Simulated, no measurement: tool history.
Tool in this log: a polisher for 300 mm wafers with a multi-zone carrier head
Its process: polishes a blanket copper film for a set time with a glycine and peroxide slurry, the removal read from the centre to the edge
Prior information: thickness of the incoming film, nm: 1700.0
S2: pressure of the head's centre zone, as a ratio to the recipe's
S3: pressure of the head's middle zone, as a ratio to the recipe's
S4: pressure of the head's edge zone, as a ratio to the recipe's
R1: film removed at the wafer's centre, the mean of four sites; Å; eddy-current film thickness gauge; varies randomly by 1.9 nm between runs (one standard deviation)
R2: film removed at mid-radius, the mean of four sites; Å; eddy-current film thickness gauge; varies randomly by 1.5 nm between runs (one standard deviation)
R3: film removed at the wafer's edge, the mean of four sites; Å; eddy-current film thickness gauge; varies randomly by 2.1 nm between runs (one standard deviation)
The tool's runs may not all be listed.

Run 1, hour 0: flow of slurry (ml/min) 175, S2 1, S3 1, S4 1, polishing time (s) 71. Result: R1 3434.1 Å, R2 3498.2 Å, R3 3500.5 Å.
Run 2, hour 0.8: flow of slurry (ml/min) 175, S2 1, S3 1, S4 0.97, polishing time (s) 71. Result: R1 3481.2 Å, R2 3539.7 Å, R3 3434.2 Å.
Run 3, hour 7.3: flow of slurry (ml/min) 175, S2 1.07, S3 1, S4 0.97, polishing time (s) 71. Result: R1 3710.2 Å, R2 3507.5 Å, R3 3415.5 Å.
Run 4, hour 8.4: flow of slurry (ml/min) 175, S2 1.15, S3 1, S4 0.97, polishing time (s) 71. Result: R1 4069.3 Å, R2 3502.2 Å, R3 3474.7 Å.
Run 5, hour 17.1: flow of slurry (ml/min) 175, S2 1.15, S3 1, S4 0.92, polishing time (s) 71. Result: R1 3947.5 Å, R2 3505.5 Å, R3 3408.9 Å.
Run 6, hour 23: flow of slurry (ml/min) 215, S2 1.15, S3 1, S4 0.92, polishing time (s) 71. Result: R1 4126.9 Å, R2 3685.2 Å, R3 3486.1 Å.
Run 7, hour 27.4: flow of slurry (ml/min) 215, S2 1.15, S3 1, S4 0.92, polishing time (s) 71. Result: R1 4126.9 Å, R2 3626.7 Å, R3 3528.1 Å.
Run 8, hour 31.1: flow of slurry (ml/min) 205, S2 1.11, S3 0.99, S4 0.92, polishing time (s) 68. Result: R1 3856.1 Å, R2 3431.4 Å, R3 3302.6 Å.
Run 9, hour 31.6: flow of slurry (ml/min) 195, S2 1.08, S3 1, S4 0.95, polishing time (s) 65. Result: R1 3504.6 Å, R2 3309 Å, R3 3152.6 Å.
Run 10, hour 36.4: flow of slurry (ml/min) 185, S2 1.05, S3 1, S4 0.97, polishing time (s) 62. Result: R1 3280.5 Å, R2 3093.5 Å, R3 3084.8 Å.
Run 11, hour 38.2: flow of slurry (ml/min) 180, S2 1.02, S3 1.01, S4 0.97, polishing time (s) 60. Result: R1 3041.4 Å, R2 3011 Å, R3 2924.7 Å.

Expected results for the next run?
Run 12, hour 46: flow of slurry (ml/min) 175, S2 1, S3 1.02, S4 0.98, polishing time (s) 58. Result: R1 ?, R2 ?, R3 ?.

For run 12 the tool returned R1 2862 Å, R2 2915.3 Å, R3 2795 Å.
